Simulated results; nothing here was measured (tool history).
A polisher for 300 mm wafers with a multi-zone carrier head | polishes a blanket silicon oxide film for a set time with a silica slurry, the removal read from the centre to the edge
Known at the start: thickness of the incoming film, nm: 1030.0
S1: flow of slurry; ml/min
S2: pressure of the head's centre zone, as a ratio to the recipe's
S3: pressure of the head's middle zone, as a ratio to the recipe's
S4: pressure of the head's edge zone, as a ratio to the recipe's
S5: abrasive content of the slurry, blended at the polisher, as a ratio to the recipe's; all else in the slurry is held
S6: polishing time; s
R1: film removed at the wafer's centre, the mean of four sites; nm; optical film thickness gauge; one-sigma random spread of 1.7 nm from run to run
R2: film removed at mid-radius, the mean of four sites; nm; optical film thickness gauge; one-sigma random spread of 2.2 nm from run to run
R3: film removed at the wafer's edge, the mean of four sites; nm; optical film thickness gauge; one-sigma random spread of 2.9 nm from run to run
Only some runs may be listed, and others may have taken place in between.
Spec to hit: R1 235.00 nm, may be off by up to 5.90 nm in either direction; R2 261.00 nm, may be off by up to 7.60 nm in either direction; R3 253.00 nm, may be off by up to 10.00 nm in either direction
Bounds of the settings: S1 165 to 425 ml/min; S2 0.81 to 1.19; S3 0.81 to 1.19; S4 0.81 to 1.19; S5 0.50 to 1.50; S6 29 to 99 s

| run | hour | S1 | S2 | S3 | S4 | S5 | S6 | R1 | R2 | R3 |
|---|---|---|---|---|---|---|---|---|---|---|
| 1 | 0.0 | 275 | 1.00 | 1.00 | 1.00 | 1.00 | 64 | 211.48 | 209.34 | 211.09 |
| 2 | 4.7 | 275 | 1.00 | 1.00 | 0.92 | 1.00 | 64 | 210.10 | 210.54 | 197.30 |
| 3 | 5.7 | 285 | 1.00 | 1.03 | 0.96 | 1.00 | 64 | 212.99 | 212.74 | 208.97 |
| 4 | 13.2 | 285 | 1.00 | 1.03 | 0.96 | 0.90 | 64 | 203.47 | 204.71 | 198.16 |
| 5 | 21.7 | 285 | 1.00 | 1.06 | 0.97 | 0.95 | 64 | 206.26 | 214.98 | 204.40 |
| 6 | 24.5 | 290 | 1.00 | 1.08 | 0.99 | 1.00 | 64 | 213.37 | 226.33 | 210.82 |
| 7 | 31.7 | 300 | 1.00 | 1.10 | 1.02 | 1.00 | 64 | 212.89 | 227.80 | 214.71 |
| 8 | 39.5 | 305 | 1.00 | 1.11 | 1.05 | 1.05 | 64 | 216.99 | 233.37 | 217.87 |
| 9 | 46.3 | 300 | 0.99 | 1.11 | 1.07 | 1.10 | 64 | 220.40 | 237.43 | 221.26 |
| 10 | 51.3 | 305 | 0.98 | 1.11 | 1.09 | 1.15 | 65 | 221.81 | 247.33 | 232.94 |
| 11 | 58.5 | 310 | 0.98 | 1.11 | 1.11 | 1.15 | 65 | 223.84 | 249.11 | 229.74 |
| 12 | 67.1 | 290 | 0.98 | 1.10 | 1.12 | 1.20 | 65 | 223.03 | 244.10 | 238.66 |
| 13 | 72.2 | 290 | 0.98 | 1.10 | 1.12 | 1.20 | 65 | 225.08 | 247.47 | 239.54 |
| 14 | 78.1 | 290 | 0.98 | 1.10 | 1.13 | 1.20 | 65 | 226.22 | 251.02 | 237.89 |
| 15 | 79.7 | 285 | 0.98 | 1.10 | 1.13 | 1.25 | 65 | 231.27 | 249.96 | 245.27 |

Pick the move, out of 4, that brings all results within their allowed miss; only one does.
| A | 81.3 | 345 | 1.07 | 1.16 | 1.13 | 1.20 | 62 | ? | ? | ? |
| B | 81.3 | 225 | 1.03 | 1.05 | 1.14 | 1.25 | 66 | ? | ? | ? |
| C | 81.3 | 210 | 0.99 | 0.95 | 1.19 | 1.50 | 65 | ? | ? | ? |
| D | 81.3 | 260 | 0.97 | 1.10 | 1.12 | 1.10 | 72 | ? | ? | ? |

| move | R1 | R2 | R3 |
|---|---|---|---|
| A | 240.48 | 249.78 | 235.76 |
| B | 236.53 | 235.86 | 246.64 |
| C | 235.42 | 224.98 | 261.84 |
| D | 236.89 | 260.55 | 258.35 |
A: further off than the last run
B: further off than the last run
C: further off than the last run
D: hits every target within its allowed miss
D is the move that brings every result within its allowed miss.

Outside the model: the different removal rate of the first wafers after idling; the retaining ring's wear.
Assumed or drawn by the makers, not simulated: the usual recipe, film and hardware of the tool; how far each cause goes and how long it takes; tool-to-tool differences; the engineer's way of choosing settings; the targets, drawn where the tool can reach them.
